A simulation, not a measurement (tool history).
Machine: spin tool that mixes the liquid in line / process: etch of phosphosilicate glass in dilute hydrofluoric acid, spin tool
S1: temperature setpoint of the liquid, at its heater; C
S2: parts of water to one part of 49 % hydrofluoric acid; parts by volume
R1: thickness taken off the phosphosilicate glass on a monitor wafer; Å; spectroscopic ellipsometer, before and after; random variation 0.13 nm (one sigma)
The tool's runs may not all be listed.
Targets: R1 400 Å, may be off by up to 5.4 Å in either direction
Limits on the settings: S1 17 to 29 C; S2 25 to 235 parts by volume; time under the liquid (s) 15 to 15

run 1 hour=0 | S1=21 S2=130 time_under_the_liquid_(s)=15 | R1=181.59
run 2 hour=5.9 | S1=21 S2=130 time_under_the_liquid_(s)=15 | R1=181.92
run 3 hour=7.2 | S1=21 S2=160 time_under_the_liquid_(s)=15 | R1=142.84
run 4 hour=15.6 | S1=18.5 S2=160 time_under_the_liquid_(s)=15 | R1=129.09
run 5 hour=20.9 | S1=18.5 S2=180 time_under_the_liquid_(s)=15 | R1=113.23
run 6 hour=29 | S1=18.5 S2=180 time_under_the_liquid_(s)=15 | R1=113.02
run 7 hour=30.4 | S1=20.5 S2=155 time_under_the_liquid_(s)=15 | R1=145.01
run 8 hour=32.2 | S1=24.5 S2=105 time_under_the_liquid_(s)=15 | R1=266.55
run 9 hour=37.8 | S1=25.5 S2=100 time_under_the_liquid_(s)=15 | R1=293.2
run 10 hour=40.1 | S1=29 S2=80 time_under_the_liquid_(s)=15 | R1=430.72
run 11 hour=44.3 | S1=28.5 S2=80 time_under_the_liquid_(s)=15 | R1=422.04
run 12 hour=52.8 | S1=28 S2=80 time_under_the_liquid_(s)=15 | R1=415.3

Which single option among these 4 for the next run brings every result within its allowed miss of target? Just one does.
run A hour=61.3 | S1=28.5 S2=80 time_under_the_liquid_(s)=15 | R1=?
run B hour=61.3 | S1=25.5 S2=70 time_under_the_liquid_(s)=15 | R1=?
run C hour=61.3 | S1=27 S2=75 time_under_the_liquid_(s)=15 | R1=?
run D hour=61.3 | S1=29 S2=85 time_under_the_liquid_(s)=15 | R1=?

move=A R1=420.61
move=B R1=433.09
move=C R1=426.11
move=D R1=400.72
A: moves away from the targets compared with the last run
B: moves away from the targets compared with the last run
C: moves away from the targets compared with the last run
D: each result inside its tolerance
D is the move that brings every result within its allowed miss.
